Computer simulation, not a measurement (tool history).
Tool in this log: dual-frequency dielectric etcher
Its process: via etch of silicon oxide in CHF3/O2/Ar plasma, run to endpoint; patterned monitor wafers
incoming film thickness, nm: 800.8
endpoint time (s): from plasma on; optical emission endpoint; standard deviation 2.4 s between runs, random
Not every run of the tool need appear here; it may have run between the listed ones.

| run | hour | source power (kW) | bias power (kW) | endpoint time (s) |
|---|---|---|---|---|
| 1 | 0.0 | 0.910 | 0.141 | 349.70 |
| 2 | 4.3 | 0.970 | 0.141 | 342.65 |
| 3 | 13.2 | 0.970 | 0.126 | 352.08 |
| 4 | 21.6 | 0.970 | 0.139 | 340.67 |
| 5 | 30.1 | 0.970 | 0.115 | 363.28 |
| 6 | 38.6 | 0.880 | 0.115 | 381.05 |
| 7 | 40.7 | 0.850 | 0.114 | 388.50 |
| 8 | 42.2 | 0.850 | 0.114 | 388.89 |

What does the tool deliver on the next run?
| 9 | 48.6 | 0.830 | 0.113 | ? |

{"run 9": {"endpoint time (s)": 395.93}}

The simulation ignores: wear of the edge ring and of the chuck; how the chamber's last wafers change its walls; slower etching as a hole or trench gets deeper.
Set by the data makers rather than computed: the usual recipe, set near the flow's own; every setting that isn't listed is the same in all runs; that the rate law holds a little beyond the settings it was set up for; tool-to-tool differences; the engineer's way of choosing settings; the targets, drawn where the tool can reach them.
